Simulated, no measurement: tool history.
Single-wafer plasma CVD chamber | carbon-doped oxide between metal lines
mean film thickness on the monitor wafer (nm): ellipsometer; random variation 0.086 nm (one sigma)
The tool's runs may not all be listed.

run  hour  heater temperature setpoint (K)  chamber pressure (Pa)  RF power (W)  deposition time (s)  mean film thickness on the monitor wafer (nm)
  1   0.0                           608.15                    764           450                  7.4                                         36.727
  2   5.4                           615.15                    764           450                  7.4                                         35.936
  3  12.2                           615.15                    831           450                  7.4                                         36.182
  4  13.1                           615.15                    775           450                  7.4                                         36.028
  5  16.6                           615.15                    775           495                  7.4                                         38.032
  6  23.2                           616.15                    767           470                  7.4                                         36.647

Run 7 comes next. What will it give?
     27.7  -- thermocouple changed; heater temperature recalibrated
  7  27.7                           617.15                    757           450                  7.4                                              ?

Run 7 gave mean film thickness on the monitor wafer (nm) 36.005.
